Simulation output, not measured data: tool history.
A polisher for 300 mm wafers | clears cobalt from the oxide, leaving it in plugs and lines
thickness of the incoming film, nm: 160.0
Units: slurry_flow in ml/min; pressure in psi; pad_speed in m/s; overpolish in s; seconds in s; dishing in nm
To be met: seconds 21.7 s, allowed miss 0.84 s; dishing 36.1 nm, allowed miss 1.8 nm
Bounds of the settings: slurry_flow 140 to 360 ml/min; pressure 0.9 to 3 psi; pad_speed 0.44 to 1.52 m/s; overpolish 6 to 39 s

Run 1, hour 0: slurry_flow 230 ml/min, pressure 1.9 psi, pad_speed 0.98 m/s, overpolish 20 s. Result: seconds 32.797 s, dishing 33.613 nm.
Run 2, hour 1.6: slurry_flow 200 ml/min, pressure 1.9 psi, pad_speed 0.98 m/s, overpolish 20 s. Result: seconds 33.174 s, dishing 33.981 nm.
Run 3, hour 7.9: slurry_flow 200 ml/min, pressure 1.9 psi, pad_speed 1.14 m/s, overpolish 20 s. Result: seconds 29.571 s, dishing 35.206 nm.
Run 4, hour 16.9: slurry_flow 205 ml/min, pressure 2 psi, pad_speed 1.14 m/s, overpolish 20 s. Result: seconds 27.487 s, dishing 35.41 nm.
Run 5, hour 22.1: slurry_flow 205 ml/min, pressure 2.1 psi, pad_speed 1.14 m/s, overpolish 20 s. Result: seconds 26.98 s, dishing 34.96 nm.
Run 6, hour 25.8: slurry_flow 205 ml/min, pressure 2.1 psi, pad_speed 1.14 m/s, overpolish 12 s. Result: seconds 26.405 s, dishing 32.173 nm.
Run 7, hour 30.1: slurry_flow 205 ml/min, pressure 2.2 psi, pad_speed 1.14 m/s, overpolish 13 s. Result: seconds 25.376 s, dishing 33.308 nm.
Run 8, hour 39.1: slurry_flow 205 ml/min, pressure 2.2 psi, pad_speed 1.14 m/s, overpolish 14 s. Result: seconds 25.813 s, dishing 33.679 nm.
Run 9, hour 42.3: slurry_flow 205 ml/min, pressure 2.3 psi, pad_speed 1.14 m/s, overpolish 14 s. Result: seconds 24.659 s, dishing 34.653 nm.
Run 10, hour 50.9: slurry_flow 215 ml/min, pressure 2.5 psi, pad_speed 1.14 m/s, overpolish 14 s. Result: seconds 22.722 s, dishing 34.828 nm.

5 next moves are on the table. One of them brings every result within its allowed miss. Which?
Run A, hour 59.5: slurry_flow 205 ml/min, pressure 2.4 psi, pad_speed 1.1 m/s, overpolish 13 s. Result: seconds ?, dishing ?.
Run B, hour 59.5: slurry_flow 200 ml/min, pressure 2.2 psi, pad_speed 1.2 m/s, overpolish 34 s. Result: seconds ?, dishing ?.
Run C, hour 59.5: slurry_flow 255 ml/min, pressure 2.6 psi, pad_speed 1.1 m/s, overpolish 20 s. Result: seconds ?, dishing ?.
Run D, hour 59.5: slurry_flow 235 ml/min, pressure 2.4 psi, pad_speed 1.14 m/s, overpolish 13 s. Result: seconds ?, dishing ?.
Run E, hour 59.5: slurry_flow 230 ml/min, pressure 2.3 psi, pad_speed 1.18 m/s, overpolish 11 s. Result: seconds ?, dishing ?.

move  seconds  dishing
   A   24.229   32.921
   B   24.628   36.294
   C   21.884   35.684
   D   23.176   33.262
   E   23.536   31.692
A: further off than the last run
B: further off than the last run
C: meets every target
D: further off than the last run
E: further off than the last run
Move C is the one to make.

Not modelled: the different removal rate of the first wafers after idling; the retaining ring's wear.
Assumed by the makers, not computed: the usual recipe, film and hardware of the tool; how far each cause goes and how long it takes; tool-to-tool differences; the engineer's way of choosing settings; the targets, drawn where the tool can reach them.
